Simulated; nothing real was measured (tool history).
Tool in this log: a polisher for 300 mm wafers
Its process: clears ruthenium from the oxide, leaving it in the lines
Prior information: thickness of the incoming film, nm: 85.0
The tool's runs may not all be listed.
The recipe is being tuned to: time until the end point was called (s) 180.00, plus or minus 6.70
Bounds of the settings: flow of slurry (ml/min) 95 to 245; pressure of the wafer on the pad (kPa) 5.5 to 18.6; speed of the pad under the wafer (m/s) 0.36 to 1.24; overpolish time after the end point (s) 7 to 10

run  hour  flow of slurry (ml/min)  pressure of the wafer on the pad (kPa)  speed of the pad under the wafer (m/s)  overpolish time after the end point (s)  time until the end point was called (s)
  1   0.0                      155                                    11.7                                    0.80                                       10                                   121.94
  2   8.0                      120                                    11.7                                    0.80                                       10                                   134.91
  3  13.8                      115                                    11.0                                    0.80                                       10                                   141.41
  4  21.2                      115                                    10.3                                    0.80                                       10                                   148.73
  5  30.2                      135                                    10.3                                    0.80                                       10                                   145.13
  6  35.3                      135                                    10.3                                    0.68                                       10                                   168.91
  7  37.4                      130                                    10.3                                    0.68                                       10                                   169.11
  8  44.7                      125                                    10.3                                    0.68                                       10                                   173.55

4 next moves are on the table. One of them brings every result within its allowed miss. Which?
  A  52.0                      135                                     9.7                                    0.74                                        9                                        ?
  B  52.0                      130                                    11.0                                    0.66                                       10                                        ?
  C  52.0                      140                                    13.1                                    0.50                                       10                                        ?
  D  52.0                      175                                     9.0                                    0.78                                        9                                        ?

move  time until the end point was called (s)
   A                                   163.66
   B                                   163.05
   C                                   178.49
   D                                   158.45
A: further off than the last run
B: further off than the last run
C: in spec on every target
D: further off than the last run
C is the move that brings every result within its allowed miss.
